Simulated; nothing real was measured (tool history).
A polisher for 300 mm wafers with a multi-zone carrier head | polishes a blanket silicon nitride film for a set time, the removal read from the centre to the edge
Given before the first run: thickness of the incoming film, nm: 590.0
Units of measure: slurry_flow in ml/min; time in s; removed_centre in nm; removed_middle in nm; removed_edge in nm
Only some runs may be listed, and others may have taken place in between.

Run 1, hour 0.0: slurry_flow 190 ml/min, centre_zone 1.00, middle_zone 1.00, edge_zone 1.00, time 32 s. Result: removed_centre 48.290 nm, removed_middle 48.978 nm, removed_edge 49.751 nm.
Run 2, hour 5.3: slurry_flow 190 ml/min, centre_zone 0.98, middle_zone 1.00, edge_zone 1.03, time 35 s. Result: removed_centre 52.683 nm, removed_middle 53.154 nm, removed_edge 56.728 nm.
Run 3, hour 9.0: slurry_flow 190 ml/min, centre_zone 0.93, middle_zone 1.00, edge_zone 1.03, time 35 s. Result: removed_centre 49.818 nm, removed_middle 53.116 nm, removed_edge 54.838 nm.
Run 4, hour 16.9: slurry_flow 190 ml/min, centre_zone 0.93, middle_zone 1.00, edge_zone 1.03, time 31 s. Result: removed_centre 43.757 nm, removed_middle 47.178 nm, removed_edge 48.851 nm.
Run 5, hour 21.9: slurry_flow 190 ml/min, centre_zone 0.93, middle_zone 0.92, edge_zone 1.03, time 31 s. Result: removed_centre 43.290 nm, removed_middle 43.940 nm, removed_edge 48.912 nm.
Run 6, hour 28.3: slurry_flow 190 ml/min, centre_zone 0.92, middle_zone 0.94, edge_zone 1.06, time 34 s. Result: removed_centre 47.199 nm, removed_middle 50.055 nm, removed_edge 54.102 nm.
Run 7, hour 32.3: slurry_flow 185 ml/min, centre_zone 0.92, middle_zone 0.93, edge_zone 1.09, time 36 s. Result: removed_centre 49.728 nm, removed_middle 52.063 nm, removed_edge 57.687 nm.

Predict the results of run 8:
Run 8, hour 34.6: slurry_flow 190 ml/min, centre_zone 0.91, middle_zone 0.93, edge_zone 1.11, time 38 s. Result: removed_centre ?, removed_middle ?, removed_edge ?.

{"run 8": {"removed_centre": 52.938, "removed_middle": 54.591, "removed_edge": 61.975}}
